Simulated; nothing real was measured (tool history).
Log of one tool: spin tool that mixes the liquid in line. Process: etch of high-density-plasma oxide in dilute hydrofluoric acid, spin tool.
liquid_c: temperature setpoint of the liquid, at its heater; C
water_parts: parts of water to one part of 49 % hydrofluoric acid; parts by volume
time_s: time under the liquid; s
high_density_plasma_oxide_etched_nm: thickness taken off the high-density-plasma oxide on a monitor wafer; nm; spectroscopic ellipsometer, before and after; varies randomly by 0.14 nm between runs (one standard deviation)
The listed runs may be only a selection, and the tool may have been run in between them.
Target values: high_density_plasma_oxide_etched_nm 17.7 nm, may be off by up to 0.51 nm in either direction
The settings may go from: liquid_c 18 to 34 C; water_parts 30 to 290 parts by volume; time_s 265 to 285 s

run,hour,liquid_c,water_parts,time_s,high_density_plasma_oxide_etched_nm
1,0,26,160,265,7.0257
2,1.5,28,135,265,9.3452
3,8.4,29.5,120,265,11.419
4,15.6,31,110,265,13.181
5,21.1,31,110,285,14.406
6,26.3,31,135,285,11.174
7,28.3,31.5,125,285,12.363
8,37.4,31.5,125,285,12.719
9,42.6,34,85,285,21.445
10,51.1,34,85,285,21.673
11,58.6,32.5,85,285,20.189
12,60,31.5,85,285,19.533
13,61.3,30.5,85,285,18.867
# hour 64.9: hydrofluoric acid flow meter replaced
14,64.9,30,85,285,19.755
15,69.5,29,85,285,19.058
16,77.3,28,85,285,18.443

Next run, 4 choices. One meets every target within its allowed miss, the rest don't. Which?
A,85.1,27,75,275,?
B,85.1,30,90,275,?
C,85.1,27.5,85,265,?
D,85.1,27.5,75,265,?

move,high_density_plasma_oxide_etched_nm
A,19.565
B,17.923
C,16.733
D,19.227
A: misses by more than the last run did
B: every result lands within tolerance
C: moves the result that the last run missed by most past its target, out the other side
D: misses by more than the last run did
Answer: B

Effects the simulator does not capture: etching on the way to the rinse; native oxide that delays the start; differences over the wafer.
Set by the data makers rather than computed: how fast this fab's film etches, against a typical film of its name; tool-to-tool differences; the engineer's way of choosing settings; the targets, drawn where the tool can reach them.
